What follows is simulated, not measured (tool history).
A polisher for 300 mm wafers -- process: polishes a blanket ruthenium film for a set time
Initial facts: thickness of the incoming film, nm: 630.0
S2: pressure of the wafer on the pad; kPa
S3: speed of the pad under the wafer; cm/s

Run 1, day 0.000: flow of slurry (ml/min) 240, S2 19.3 kPa, S3 104 cm/s, polishing time (s) 39. Result: film removed (angstrom) 704.47.
Run 2, day 0.221: flow of slurry (ml/min) 240, S2 19.3 kPa, S3 114 cm/s, polishing time (s) 39. Result: film removed (angstrom) 768.61.
Run 3, day 0.383: flow of slurry (ml/min) 180, S2 19.3 kPa, S3 114 cm/s, polishing time (s) 39. Result: film removed (angstrom) 751.17.
Run 4, day 0.542: flow of slurry (ml/min) 180, S2 22.8 kPa, S3 114 cm/s, polishing time (s) 39. Result: film removed (angstrom) 871.03.
Run 5, day 0.858: flow of slurry (ml/min) 180, S2 20.0 kPa, S3 112 cm/s, polishing time (s) 39. Result: film removed (angstrom) 757.62.
Run 6, day 1.167: flow of slurry (ml/min) 180, S2 17.9 kPa, S3 110 cm/s, polishing time (s) 39. Result: film removed (angstrom) 678.57.

Expected results for the next run?
Run 7, day 1.254: flow of slurry (ml/min) 180, S2 15.9 kPa, S3 108 cm/s, polishing time (s) 39. Result: film removed (angstrom) ?.

Logged for run 7: film removed (angstrom) 604.82.

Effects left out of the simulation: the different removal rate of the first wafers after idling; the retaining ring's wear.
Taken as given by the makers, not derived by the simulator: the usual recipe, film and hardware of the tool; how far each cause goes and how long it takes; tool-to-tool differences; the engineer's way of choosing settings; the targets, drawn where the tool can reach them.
